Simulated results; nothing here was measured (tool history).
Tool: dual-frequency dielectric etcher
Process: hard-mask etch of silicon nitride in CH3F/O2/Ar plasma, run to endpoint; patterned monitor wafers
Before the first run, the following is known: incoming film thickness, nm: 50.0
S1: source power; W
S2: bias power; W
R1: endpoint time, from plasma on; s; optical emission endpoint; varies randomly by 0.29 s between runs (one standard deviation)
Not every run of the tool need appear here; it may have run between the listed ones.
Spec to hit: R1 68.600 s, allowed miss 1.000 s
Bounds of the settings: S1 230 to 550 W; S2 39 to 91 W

| run | day | S1 | S2 | R1 |
|---|---|---|---|---|
| 1 | 0.000 | 390 | 65 | 77.344 |
| 2 | 0.146 | 410 | 65 | 76.257 |
| 3 | 0.183 | 430 | 65 | 75.457 |
| 4 | 0.383 | 430 | 58 | 80.464 |
| 5 | 0.600 | 430 | 65 | 75.504 |
| 6 | 0.946 | 370 | 65 | 78.145 |
| 7 | 1.004 | 390 | 66 | 76.684 |
| 8 | 1.246 | 410 | 67 | 75.344 |
| 9 | 1.283 | 430 | 68 | 73.437 |
| 10 | 1.592 | 500 | 69 | 71.102 |
| 11 | 1.683 | 510 | 69 | 70.660 |
| 12 | 1.721 | 520 | 69 | 69.912 |

Which of these 5 next moves meets every target?
| A | 1.758 | 530 | 66 | ? |
| B | 1.758 | 490 | 68 | ? |
| C | 1.758 | 550 | 70 | ? |
| D | 1.758 | 490 | 67 | ? |
| E | 1.758 | 550 | 64 | ? |

| move | R1 |
|---|---|
| A | 71.465 |
| B | 71.719 |
| C | 68.665 |
| D | 72.280 |
| E | 71.959 |
A: the biggest miss grows against the last run
B: the biggest miss grows against the last run
C: every result lands within tolerance
D: the biggest miss grows against the last run
E: the biggest miss grows against the last run
Move C is the one to make.

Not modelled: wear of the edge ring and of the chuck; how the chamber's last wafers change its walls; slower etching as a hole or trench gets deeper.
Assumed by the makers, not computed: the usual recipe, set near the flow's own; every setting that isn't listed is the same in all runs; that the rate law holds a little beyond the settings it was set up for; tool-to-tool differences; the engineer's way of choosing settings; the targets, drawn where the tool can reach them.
